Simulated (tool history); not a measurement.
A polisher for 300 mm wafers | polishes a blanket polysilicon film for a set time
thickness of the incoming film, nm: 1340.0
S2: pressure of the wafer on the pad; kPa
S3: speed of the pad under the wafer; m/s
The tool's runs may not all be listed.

run 1 hour=0 | flow_of_slurry_(ml/min)=235 S2=16.5 S3=0.8 polishing_time_(s)=57 | film_removed_(Å)=3788.3
run 2 hour=6 | flow_of_slurry_(ml/min)=235 S2=17.9 S3=0.8 polishing_time_(s)=57 | film_removed_(Å)=4132.6
run 3 hour=8.4 | flow_of_slurry_(ml/min)=235 S2=17.2 S3=0.8 polishing_time_(s)=57 | film_removed_(Å)=3985.8
run 4 hour=16.3 | flow_of_slurry_(ml/min)=235 S2=16.5 S3=0.8 polishing_time_(s)=57 | film_removed_(Å)=3807.1
run 5 hour=24.1 | flow_of_slurry_(ml/min)=235 S2=17.9 S3=0.8 polishing_time_(s)=57 | film_removed_(Å)=4094.4
run 6 hour=24.7 | flow_of_slurry_(ml/min)=235 S2=17.2 S3=0.8 polishing_time_(s)=57 | film_removed_(Å)=3940.3
run 7 hour=32.2 | flow_of_slurry_(ml/min)=235 S2=16.5 S3=0.8 polishing_time_(s)=57 | film_removed_(Å)=3785.4
run 8 hour=33.2 | flow_of_slurry_(ml/min)=235 S2=15.9 S3=0.8 polishing_time_(s)=57 | film_removed_(Å)=3632.3
run 9 hour=41.9 | flow_of_slurry_(ml/min)=235 S2=15.2 S3=0.8 polishing_time_(s)=57 | film_removed_(Å)=3531.5
run 10 hour=50.3 | flow_of_slurry_(ml/min)=235 S2=14.5 S3=0.8 polishing_time_(s)=57 | film_removed_(Å)=3373.9
run 11 hour=52.6 | flow_of_slurry_(ml/min)=235 S2=13.8 S3=0.8 polishing_time_(s)=57 | film_removed_(Å)=3171.3
run 12 hour=57.8 | flow_of_slurry_(ml/min)=225 S2=12.4 S3=0.8 polishing_time_(s)=57 | film_removed_(Å)=2909.1

Run 13, settings as shown, results not yet in. Your forecast:
run 13 hour=63.7 | flow_of_slurry_(ml/min)=220 S2=12.4 S3=0.8 polishing_time_(s)=57 | film_removed_(Å)=?

For run 13 the tool returned film removed (Å) 2862.9.
